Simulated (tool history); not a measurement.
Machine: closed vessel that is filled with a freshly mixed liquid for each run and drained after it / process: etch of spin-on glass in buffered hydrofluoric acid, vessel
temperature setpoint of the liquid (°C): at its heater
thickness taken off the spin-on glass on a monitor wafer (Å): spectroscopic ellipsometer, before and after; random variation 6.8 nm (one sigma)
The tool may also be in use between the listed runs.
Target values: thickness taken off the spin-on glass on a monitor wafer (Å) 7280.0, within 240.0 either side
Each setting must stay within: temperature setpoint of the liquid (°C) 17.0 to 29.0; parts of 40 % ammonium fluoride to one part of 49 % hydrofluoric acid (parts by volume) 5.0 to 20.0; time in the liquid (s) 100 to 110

run	hour	temperature setpoint of the liquid (°C)	parts of 40 % ammonium fluoride to one part of 49 % hydrofluoric acid (parts by volume)	time in the liquid (s)	thickness taken off the spin-on glass on a monitor wafer (Å)
1	0.0	21.0	12.0	100	3413.1
2	6.1	22.5	11.5	100	3845.9
3	7.2	22.5	14.5	100	3083.0
4	11.8	22.5	14.5	110	3347.2
5	13.1	22.5	14.5	110	3367.5
6	17.0	20.5	14.5	110	3035.6
7	19.9	22.0	13.5	110	3522.8
8	22.4	23.0	12.5	110	3973.7
9	25.6	23.0	12.5	110	3960.7
10	33.8	24.0	11.5	110	4687.1
11	39.5	25.0	11.0	110	5030.6
12	40.3	25.5	10.5	110	5482.6
13	43.6	26.0	10.5	110	5618.8
14	52.6	26.5	10.5	110	5767.8

Next run, 4 choices. One meets every target within its allowed miss, the rest don't. Which?
A	61.6	23.0	6.0	100	?
B	61.6	26.0	8.5	110	?
C	61.6	23.0	9.5	100	?
D	61.6	29.0	10.0	100	?

move	thickness taken off the spin-on glass on a monitor wafer (Å)
A	7387.0
B	6782.7
C	4759.3
D	6364.1
A: in spec on every target
B: nearer the targets than the last run, but a result is still out of spec
C: moves away from the targets compared with the last run
D: nearer the targets than the last run, but a result is still out of spec
Correct choice: A, which meets every target

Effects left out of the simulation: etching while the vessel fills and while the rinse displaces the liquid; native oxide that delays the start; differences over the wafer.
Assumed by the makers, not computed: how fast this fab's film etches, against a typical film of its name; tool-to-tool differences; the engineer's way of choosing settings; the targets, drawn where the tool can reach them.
